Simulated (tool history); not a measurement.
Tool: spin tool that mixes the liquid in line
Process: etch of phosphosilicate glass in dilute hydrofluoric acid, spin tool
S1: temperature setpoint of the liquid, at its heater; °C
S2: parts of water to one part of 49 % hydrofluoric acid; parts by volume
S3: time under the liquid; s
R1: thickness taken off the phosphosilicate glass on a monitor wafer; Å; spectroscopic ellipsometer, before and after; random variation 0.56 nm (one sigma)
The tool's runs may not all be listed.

run  hour    S1   S2  S3      R1
  1     0    20  150  55  557.34
  2   1.5  22.5  120  55  797.14
  3   5.3  22.5  120  55  794.57
  4  14.2  19.5  120  55  698.32
  5  16.9    22  100  55  951.29
  6  21.1    24   90  55  1164.5

Forecast run 7:
  7  22.9  25.5  85  55   ?

{"run 7": {"R1": 1309.8}}

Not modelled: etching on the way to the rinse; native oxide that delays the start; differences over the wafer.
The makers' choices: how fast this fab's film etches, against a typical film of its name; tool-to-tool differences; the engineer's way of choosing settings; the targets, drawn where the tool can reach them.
